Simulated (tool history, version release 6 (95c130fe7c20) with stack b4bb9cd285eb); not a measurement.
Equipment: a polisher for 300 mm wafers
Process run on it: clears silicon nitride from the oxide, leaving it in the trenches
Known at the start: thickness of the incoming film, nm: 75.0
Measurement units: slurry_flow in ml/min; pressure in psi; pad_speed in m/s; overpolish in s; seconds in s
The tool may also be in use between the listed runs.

run	hour	slurry_flow	pressure	pad_speed	overpolish	seconds
1	0.0	145	2.2	0.92	14	153.12
2	8.4	140	2.1	0.92	14	158.95
3	12.7	140	2.6	0.92	14	128.59
4	19.0	170	2.6	0.92	14	126.45
5	25.8	170	3.0	0.92	14	110.20
6	29.5	205	3.0	0.92	14	106.68
# hour 37.6: worn pad replaced by a new one
7	37.6	205	2.8	0.92	14	107.55
8	43.9	190	2.6	0.92	14	115.86
9	46.5	190	2.0	0.90	14	151.93
10	54.5	190	2.0	0.90	14	151.82
11	61.6	180	1.9	0.90	14	160.57

The next listed run, before its measurement:
12	66.6	170	1.9	0.90	14	?

seconds: 161.25 s

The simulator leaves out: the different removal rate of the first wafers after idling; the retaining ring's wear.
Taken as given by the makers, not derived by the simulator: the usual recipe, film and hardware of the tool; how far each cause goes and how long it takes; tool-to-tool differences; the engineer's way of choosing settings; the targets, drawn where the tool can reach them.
